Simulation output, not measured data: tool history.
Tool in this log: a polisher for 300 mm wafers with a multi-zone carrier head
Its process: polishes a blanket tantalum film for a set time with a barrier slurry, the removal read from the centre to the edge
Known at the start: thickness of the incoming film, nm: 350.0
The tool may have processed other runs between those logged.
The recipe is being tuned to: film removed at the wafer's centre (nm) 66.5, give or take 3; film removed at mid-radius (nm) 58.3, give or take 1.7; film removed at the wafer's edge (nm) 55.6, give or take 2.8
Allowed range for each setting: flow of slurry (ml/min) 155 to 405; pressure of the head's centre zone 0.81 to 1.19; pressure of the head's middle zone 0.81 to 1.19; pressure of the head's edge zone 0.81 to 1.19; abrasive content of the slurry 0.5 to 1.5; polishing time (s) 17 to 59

run,hour,flow of slurry (ml/min),pressure of the head's centre zone,pressure of the head's middle zone,pressure of the head's edge zone,abrasive content of the slurry,polishing time (s),film removed at the wafer's centre (nm),film removed at mid-radius (nm),film removed at the wafer's edge (nm)
1,0,260,1,1,1,1,38,72.085,71.043,70.379
2,2,260,1.02,0.99,0.96,0.9,38,70.535,68.883,67.504
3,6.3,260,1.05,0.98,0.93,0.8,38,70.028,65.316,64.606
4,8.3,260,1.07,0.98,0.9,0.75,38,68.517,62.369,61.402
5,16.7,230,1.07,0.98,0.9,0.75,38,68.158,62.128,61.319
6,20.7,230,1.07,0.98,0.9,0.8,38,69.528,64.706,61.514
7,21.4,225,1.08,0.96,0.88,0.8,38,70.13,62.339,60.436
8,28.1,220,1.08,0.95,0.86,0.8,38,70.568,61.902,59.378
9,37,205,1.05,0.92,0.81,0.7,38,64.191,55.98,54.929
10,44.4,205,1.05,0.92,0.81,0.7,38,64.163,56.897,55.746

Exactly one of the 4 candidate moves below puts every result within its allowed miss. Which one?
A,51.8,175,1,0.95,0.82,0.7,39,?,?,?
B,51.8,220,1.04,0.93,0.89,0.8,34,?,?,?
C,51.8,180,1.09,0.95,0.81,0.7,39,?,?,?
D,51.8,280,1.04,0.9,0.99,0.75,36,?,?,?

move,film removed at the wafer's centre (nm),film removed at mid-radius (nm),film removed at the wafer's edge (nm)
A,60.171,57.541,56.216
B,60.293,54.232,55.349
C,66.035,57.832,56.14
D,64.391,56.246,61.474
A: the furthest-off result lands on target, but another misses its tolerance
B: lands further from the targets than the last run did
C: meets every target
D: lands further from the targets than the last run did
C is the move that brings every result within its allowed miss.
